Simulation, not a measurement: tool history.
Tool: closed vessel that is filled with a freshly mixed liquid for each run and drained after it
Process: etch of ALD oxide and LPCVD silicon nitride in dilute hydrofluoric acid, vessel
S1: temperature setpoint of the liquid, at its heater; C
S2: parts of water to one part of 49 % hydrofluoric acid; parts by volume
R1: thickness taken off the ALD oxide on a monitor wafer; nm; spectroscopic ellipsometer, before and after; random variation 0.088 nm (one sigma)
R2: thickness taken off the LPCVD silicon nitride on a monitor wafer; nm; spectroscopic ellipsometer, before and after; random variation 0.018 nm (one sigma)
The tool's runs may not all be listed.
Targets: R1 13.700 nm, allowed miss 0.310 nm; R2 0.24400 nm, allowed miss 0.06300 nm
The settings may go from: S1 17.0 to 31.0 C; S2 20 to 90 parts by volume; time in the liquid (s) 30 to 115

{"run": 1, "day": 0.0, "S1": 23.0, "S2": 50, "time in the liquid (s)": 60, "R1": 35.559, "R2": 0.51043}
{"run": 2, "day": 0.354, "S1": 25.5, "S2": 50, "time in the liquid (s)": 60, "R1": 39.264, "R2": 0.70232}
{"run": 3, "day": 0.538, "S1": 22.5, "S2": 50, "time in the liquid (s)": 60, "R1": 34.733, "R2": 0.54175}
{"run": 4, "day": 0.558, "S1": 21.5, "S2": 60, "time in the liquid (s)": 60, "R1": 27.285, "R2": 0.42992}
{"run": 5, "day": 0.758, "S1": 21.5, "S2": 60, "time in the liquid (s)": 50, "R1": 23.195, "R2": 0.32339}
{"run": 6, "day": 0.862, "S1": 21.5, "S2": 65, "time in the liquid (s)": 50, "R1": 20.75, "R2": 0.29526}
{"run": 7, "day": 1.079, "S1": 21.0, "S2": 70, "time in the liquid (s)": 50, "R1": 19.03, "R2": 0.25934}
{"run": 8, "day": 1.2, "S1": 20.5, "S2": 75, "time in the liquid (s)": 50, "R1": 17.102, "R2": 0.24461}
{"run": 9, "day": 1.333, "S1": 20.0, "S2": 80, "time in the liquid (s)": 50, "R1": 15.827, "R2": 0.21208}
{"run": 10, "day": 1.633, "S1": 19.5, "S2": 85, "time in the liquid (s)": 50, "R1": 14.445, "R2": 0.21501}
{"day": 1.862, "done": "hydrofluoric acid flow meter replaced"}
{"run": 11, "day": 1.862, "S1": 19.0, "S2": 85, "time in the liquid (s)": 50, "R1": 13.258, "R2": 0.17448}

Which of these 4 next moves meets every target?
{"run": "A", "day": 2.092, "S1": 18.5, "S2": 85, "time in the liquid (s)": 50, "R1": "?", "R2": "?"}
{"run": "B", "day": 2.092, "S1": 27.0, "S2": 90, "time in the liquid (s)": 40, "R1": "?", "R2": "?"}
{"run": "C", "day": 2.092, "S1": 17.0, "S2": 60, "time in the liquid (s)": 35, "R1": "?", "R2": "?"}
{"run": "D", "day": 2.092, "S1": 17.0, "S2": 65, "time in the liquid (s)": 40, "R1": "?", "R2": "?"}

move=A R1=13.012 R2=0.19895
move=B R1=13.779 R2=0.26580
move=C R1=12.443 R2=0.17583
move=D R1=13.055 R2=0.18594
A: further off than the last run
B: meets every target
C: further off than the last run
D: further off than the last run
Move B is the one to make.

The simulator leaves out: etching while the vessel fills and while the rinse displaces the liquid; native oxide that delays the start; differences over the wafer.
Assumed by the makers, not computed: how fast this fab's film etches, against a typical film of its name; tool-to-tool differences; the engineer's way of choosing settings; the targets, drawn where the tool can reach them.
